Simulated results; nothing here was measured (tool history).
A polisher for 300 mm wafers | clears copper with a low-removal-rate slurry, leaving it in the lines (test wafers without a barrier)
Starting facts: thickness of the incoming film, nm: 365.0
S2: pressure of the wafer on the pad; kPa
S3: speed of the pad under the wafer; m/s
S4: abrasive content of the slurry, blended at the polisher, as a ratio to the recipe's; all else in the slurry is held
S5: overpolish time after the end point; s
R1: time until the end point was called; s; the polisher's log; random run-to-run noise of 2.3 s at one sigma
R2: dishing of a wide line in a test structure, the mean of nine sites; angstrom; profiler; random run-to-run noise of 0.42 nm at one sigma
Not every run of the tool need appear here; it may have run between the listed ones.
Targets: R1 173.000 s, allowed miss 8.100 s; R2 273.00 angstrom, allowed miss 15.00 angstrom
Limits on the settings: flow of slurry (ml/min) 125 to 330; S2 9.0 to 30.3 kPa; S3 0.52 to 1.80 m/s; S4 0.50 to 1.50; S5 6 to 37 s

Run 1, day 0.000: flow of slurry (ml/min) 210, S2 19.3 kPa, S3 1.16 m/s, S4 1.00, S5 19 s. Result: R1 127.460 s, R2 327.10 angstrom.
Run 2, day 0.162: flow of slurry (ml/min) 210, S2 19.3 kPa, S3 1.16 m/s, S4 0.85, S5 19 s. Result: R1 131.610 s, R2 310.65 angstrom.
Run 3, day 0.417: flow of slurry (ml/min) 210, S2 18.6 kPa, S3 1.16 m/s, S4 0.85, S5 19 s. Result: R1 139.130 s, R2 302.26 angstrom.
Run 4, day 0.667: flow of slurry (ml/min) 210, S2 22.1 kPa, S3 1.16 m/s, S4 0.85, S5 19 s. Result: R1 116.210 s, R2 351.16 angstrom.
Run 5, day 0.800: flow of slurry (ml/min) 210, S2 21.4 kPa, S3 1.16 m/s, S4 0.85, S5 19 s. Result: R1 121.580 s, R2 336.42 angstrom.
Run 6, day 0.888: flow of slurry (ml/min) 210, S2 21.4 kPa, S3 1.16 m/s, S4 0.65, S5 19 s. Result: R1 126.550 s, R2 325.61 angstrom.
Run 7, day 0.971: flow of slurry (ml/min) 210, S2 20.7 kPa, S3 1.16 m/s, S4 0.65, S5 19 s. Result: R1 128.870 s, R2 318.09 angstrom.
Run 8, day 1.142: flow of slurry (ml/min) 210, S2 20.0 kPa, S3 1.16 m/s, S4 0.65, S5 19 s. Result: R1 135.060 s, R2 301.94 angstrom.

Next run, 4 choices. One meets every target within its allowed miss, the rest don't. Which?
Run A, day 1.312: flow of slurry (ml/min) 195, S2 19.3 kPa, S3 0.86 m/s, S4 0.50, S5 31 s. Result: R1 ?, R2 ?.
Run B, day 1.312: flow of slurry (ml/min) 195, S2 24.1 kPa, S3 1.42 m/s, S4 0.70, S5 14 s. Result: R1 ?, R2 ?.
Run C, day 1.312: flow of slurry (ml/min) 210, S2 18.6 kPa, S3 0.96 m/s, S4 0.60, S5 21 s. Result: R1 ?, R2 ?.
Run D, day 1.312: flow of slurry (ml/min) 200, S2 18.6 kPa, S3 1.20 m/s, S4 0.65, S5 19 s. Result: R1 ?, R2 ?.

move       R1      R2
   A  194.660  338.53
   B   94.603  323.65
   C  175.790  269.03
   D  143.190  292.88
A: pushes the last run's worst result past its target
B: lands further from the targets than the last run did
C: in spec on every target
D: better than the last run, though not everything is in spec
C is the move that brings every result within its allowed miss.
